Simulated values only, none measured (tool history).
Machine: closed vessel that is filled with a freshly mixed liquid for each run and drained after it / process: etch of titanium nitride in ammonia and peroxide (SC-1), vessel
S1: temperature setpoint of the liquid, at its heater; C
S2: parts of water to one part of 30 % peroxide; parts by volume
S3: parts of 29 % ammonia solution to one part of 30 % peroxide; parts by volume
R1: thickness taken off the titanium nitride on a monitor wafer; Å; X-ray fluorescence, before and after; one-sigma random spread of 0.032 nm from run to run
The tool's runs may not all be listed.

run 1 hour=0 | S1=60 S2=7.5 S3=0.45 time_in_the_liquid_(s)=85 | R1=119.05
run 2 hour=3.8 | S1=59 S2=7.5 S3=0.45 time_in_the_liquid_(s)=85 | R1=111.52
run 3 hour=8.2 | S1=59 S2=7.5 S3=0.4 time_in_the_liquid_(s)=85 | R1=109.19
run 4 hour=9.7 | S1=56 S2=7.5 S3=0.4 time_in_the_liquid_(s)=85 | R1=89.826
run 5 hour=12.6 | S1=56 S2=7.5 S3=0.5 time_in_the_liquid_(s)=85 | R1=93.368
run 6 hour=21.2 | S1=55.5 S2=7.5 S3=0.5 time_in_the_liquid_(s)=85 | R1=90.082

What will run 7 give?
run 7 hour=29.8 | S1=54.5 S2=7.5 S3=0.5 time_in_the_liquid_(s)=85 | R1=?

R1: 84.307 Å
